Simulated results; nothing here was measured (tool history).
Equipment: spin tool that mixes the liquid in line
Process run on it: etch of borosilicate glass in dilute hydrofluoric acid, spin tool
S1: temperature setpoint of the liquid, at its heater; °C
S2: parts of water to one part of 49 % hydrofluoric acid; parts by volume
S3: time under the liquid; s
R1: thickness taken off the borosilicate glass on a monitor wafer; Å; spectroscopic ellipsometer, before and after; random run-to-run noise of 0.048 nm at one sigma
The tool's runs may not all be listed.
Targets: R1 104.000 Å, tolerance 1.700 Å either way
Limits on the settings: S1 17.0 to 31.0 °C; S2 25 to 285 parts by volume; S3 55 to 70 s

run 1 hour=0.0 | S1=23.0 S2=155 S3=70 | R1=159.010
run 2 hour=1.8 | S1=21.5 S2=160 S3=70 | R1=143.210
run 3 hour=4.4 | S1=25.0 S2=160 S3=70 | R1=165.030
run 4 hour=11.5 | S1=25.0 S2=205 S3=70 | R1=121.980
run 5 hour=13.2 | S1=24.0 S2=205 S3=70 | R1=117.490
run 6 hour=13.7 | S1=24.0 S2=240 S3=70 | R1=97.899
run 7 hour=21.5 | S1=24.5 S2=240 S3=70 | R1=98.757
run 8 hour=30.3 | S1=25.0 S2=240 S3=70 | R1=99.734
run 9 hour=36.6 | S1=25.5 S2=240 S3=70 | R1=102.180
-- hour=44.7 thermometer replaced
run 10 hour=44.7 | S1=26.0 S2=240 S3=70 | R1=107.820

Which one of the following 4 next-run settings gets every result inside its allowed miss? There is exactly one.
run A hour=52.8 | S1=25.5 S2=225 S3=70 | R1=?
run B hour=52.8 | S1=27.5 S2=245 S3=70 | R1=?
run C hour=52.8 | S1=27.5 S2=250 S3=70 | R1=?
run D hour=52.8 | S1=27.0 S2=240 S3=65 | R1=?

move=A R1=115.000
move=B R1=110.840
move=C R1=108.030
move=D R1=103.840
A: moves away from the targets compared with the last run
B: moves away from the targets compared with the last run
C: moves away from the targets compared with the last run
D: every result lands within tolerance
The move that meets every target is D.

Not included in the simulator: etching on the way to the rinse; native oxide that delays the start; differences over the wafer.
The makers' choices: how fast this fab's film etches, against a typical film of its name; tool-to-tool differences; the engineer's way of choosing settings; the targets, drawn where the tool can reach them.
